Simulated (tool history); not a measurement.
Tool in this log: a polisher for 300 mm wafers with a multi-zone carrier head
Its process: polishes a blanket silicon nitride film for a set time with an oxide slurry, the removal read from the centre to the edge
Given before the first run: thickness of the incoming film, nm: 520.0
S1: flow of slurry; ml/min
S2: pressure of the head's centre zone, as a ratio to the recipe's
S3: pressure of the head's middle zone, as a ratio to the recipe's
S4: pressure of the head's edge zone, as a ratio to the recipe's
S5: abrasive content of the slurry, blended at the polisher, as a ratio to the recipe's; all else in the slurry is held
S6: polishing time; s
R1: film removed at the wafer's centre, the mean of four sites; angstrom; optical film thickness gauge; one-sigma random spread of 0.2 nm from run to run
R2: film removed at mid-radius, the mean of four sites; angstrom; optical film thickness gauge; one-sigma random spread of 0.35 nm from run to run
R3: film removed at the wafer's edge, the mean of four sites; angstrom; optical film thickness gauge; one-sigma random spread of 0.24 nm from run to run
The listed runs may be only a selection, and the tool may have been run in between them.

run	day	S1	S2	S3	S4	S5	S6	R1	R2	R3
1	0.000	175	1.00	1.00	1.00	1.00	32	221.46	216.17	216.31
2	0.292	175	1.00	1.00	1.00	0.90	32	216.75	213.32	212.70
3	0.425	175	1.00	1.00	0.95	0.90	32	215.31	214.43	208.09
4	0.579	175	1.00	1.00	1.01	0.90	32	219.29	213.64	212.61
5	0.842	175	1.06	1.00	1.01	0.90	32	228.00	208.46	213.32
6	0.929	175	1.06	1.03	1.01	0.90	32	225.24	221.71	211.00
7	0.996	175	1.06	1.03	1.01	0.90	32	227.99	215.43	211.00
8	1.088	180	1.00	1.03	1.06	1.10	34	247.24	246.79	244.94
9	1.262	190	0.96	1.04	1.10	1.25	35	255.02	265.02	267.12
10	1.546	190	0.95	1.05	1.12	1.35	36	268.45	282.92	284.64
11	1.738	200	0.94	1.06	1.14	1.40	37	275.11	294.99	299.45
12	2.067	200	0.94	1.06	1.14	1.40	37	274.40	294.10	297.47
13	2.092	200	0.94	1.07	1.15	1.45	38	285.50	310.15	312.80

Expected results for the next run?
# day 2.312: worn pad replaced by a new one
14	2.312	205	0.94	1.08	1.16	1.45	38	?	?	?

Run 14 yielded R1 313.41 angstrom, R2 344.12 angstrom, R3 341.56 angstrom.

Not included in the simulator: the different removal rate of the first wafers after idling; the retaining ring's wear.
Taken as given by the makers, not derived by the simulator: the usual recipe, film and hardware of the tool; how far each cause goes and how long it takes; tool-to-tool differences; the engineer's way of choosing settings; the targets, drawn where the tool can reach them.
